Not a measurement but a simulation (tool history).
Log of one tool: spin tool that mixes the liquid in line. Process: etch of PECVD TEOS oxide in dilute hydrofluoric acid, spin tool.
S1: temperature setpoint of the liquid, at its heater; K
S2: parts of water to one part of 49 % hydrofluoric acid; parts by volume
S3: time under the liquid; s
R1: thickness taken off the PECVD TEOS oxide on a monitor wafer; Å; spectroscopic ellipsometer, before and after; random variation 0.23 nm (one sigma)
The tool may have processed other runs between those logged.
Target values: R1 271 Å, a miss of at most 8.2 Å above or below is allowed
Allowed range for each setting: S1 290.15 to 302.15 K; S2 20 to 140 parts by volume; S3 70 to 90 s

| run | hour | S1 | S2 | S3 | R1 |
|---|---|---|---|---|---|
| 1 | 0 | 294.15 | 75 | 90 | 124.27 |
| 2 | 7 | 291.65 | 75 | 90 | 111.14 |
| 3 | 12.5 | 291.65 | 75 | 70 | 85.141 |
| 4 | 20.9 | 291.65 | 55 | 70 | 120.29 |
| 5 | 28.8 | 293.15 | 55 | 70 | 127.96 |
| 6 | 30.6 | 293.15 | 75 | 70 | 92.567 |
| 7 | 34.6 | 294.65 | 70 | 70 | 105.68 |
| 8 | 38.7 | 295.65 | 60 | 70 | 130.35 |
| 9 | 42.7 | 296.65 | 55 | 70 | 148.78 |
| 10 | 47.2 | 297.65 | 50 | 70 | 172.56 |
| 11 | 54.3 | 301.65 | 35 | 70 | 292.62 |
| 12 | 61.8 | 301.65 | 35 | 70 | 293.01 |
| 13 | 70.1 | 301.15 | 35 | 70 | 288.12 |
| 14 | 75 | 300.65 | 35 | 70 | 284.47 |

Which single option among these 4 for the next run brings every result within its allowed miss of target? Just one does.
| A | 79.9 | 301.15 | 40 | 70 | ? |
| B | 79.9 | 299.65 | 35 | 70 | ? |
| C | 79.9 | 300.65 | 40 | 70 | ? |
| D | 79.9 | 301.15 | 50 | 90 | ? |

| move | R1 |
|---|---|
| A | 252.86 |
| B | 273.91 |
| C | 247.81 |
| D | 256.28 |
A: takes the biggest miss from the last run beyond its target
B: every result within its allowed miss
C: takes the biggest miss from the last run beyond its target
D: takes the biggest miss from the last run beyond its target
Answer: B
